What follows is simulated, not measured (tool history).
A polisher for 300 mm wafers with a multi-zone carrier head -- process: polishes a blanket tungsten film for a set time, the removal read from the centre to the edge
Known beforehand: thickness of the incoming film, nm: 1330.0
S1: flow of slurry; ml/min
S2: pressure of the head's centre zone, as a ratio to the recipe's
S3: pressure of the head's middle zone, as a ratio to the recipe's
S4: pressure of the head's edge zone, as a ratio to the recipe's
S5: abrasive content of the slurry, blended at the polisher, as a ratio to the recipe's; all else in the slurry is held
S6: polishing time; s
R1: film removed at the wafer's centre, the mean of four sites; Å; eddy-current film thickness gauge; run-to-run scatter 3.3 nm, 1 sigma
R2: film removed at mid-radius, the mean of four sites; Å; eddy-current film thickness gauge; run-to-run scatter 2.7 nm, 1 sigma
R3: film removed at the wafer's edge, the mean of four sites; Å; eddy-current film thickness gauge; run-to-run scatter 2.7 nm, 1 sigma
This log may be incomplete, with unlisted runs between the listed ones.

{"run": 1, "hour": 0.0, "S1": 235, "S2": 1.0, "S3": 1.0, "S4": 1.0, "S5": 1.0, "S6": 50, "R1": 2554.6, "R2": 2546.4, "R3": 2439.1}
{"run": 2, "hour": 7.6, "S1": 235, "S2": 1.0, "S3": 1.0, "S4": 1.08, "S5": 1.0, "S6": 50, "R1": 2437.8, "R2": 2469.0, "R3": 2619.3}
{"run": 3, "hour": 16.1, "S1": 235, "S2": 1.04, "S3": 1.0, "S4": 1.08, "S5": 1.0, "S6": 50, "R1": 2605.8, "R2": 2508.7, "R3": 2616.5}
{"run": 4, "hour": 24.6, "S1": 235, "S2": 1.04, "S3": 0.97, "S4": 1.07, "S5": 0.95, "S6": 49, "R1": 2529.9, "R2": 2302.9, "R3": 2477.4}
{"run": 5, "hour": 29.9, "S1": 235, "S2": 1.04, "S3": 0.97, "S4": 1.11, "S5": 0.95, "S6": 49, "R1": 2481.0, "R2": 2291.2, "R3": 2554.4}
{"run": 6, "hour": 33.0, "S1": 235, "S2": 1.04, "S3": 1.05, "S4": 1.11, "S5": 0.95, "S6": 49, "R1": 2547.8, "R2": 2566.9, "R3": 2522.4}
{"run": 7, "hour": 35.5, "S1": 235, "S2": 1.12, "S3": 0.95, "S4": 1.01, "S5": 0.7, "S6": 47, "R1": 2427.3, "R2": 2081.0, "R3": 2151.0}
{"run": 8, "hour": 41.8, "S1": 235, "S2": 1.12, "S3": 0.94, "S4": 1.01, "S5": 0.7, "S6": 47, "R1": 2448.9, "R2": 2018.3, "R3": 2178.6}
{"run": 9, "hour": 50.6, "S1": 235, "S2": 1.12, "S3": 0.93, "S4": 1.01, "S5": 0.7, "S6": 47, "R1": 2506.6, "R2": 2037.3, "R3": 2147.5}
{"run": 10, "hour": 58.1, "S1": 235, "S2": 1.12, "S3": 0.93, "S4": 1.01, "S5": 0.7, "S6": 47, "R1": 2421.7, "R2": 2044.6, "R3": 2146.3}

What does the tool deliver on the next run?
{"run": 11, "hour": 66.1, "S1": 235, "S2": 1.12, "S3": 0.92, "S4": 1.01, "S5": 0.7, "S6": 47, "R1": "?", "R2": "?", "R3": "?"}

Run 11 gave R1 2445.0 Å, R2 2019.7 Å, R3 2185.3 Å.
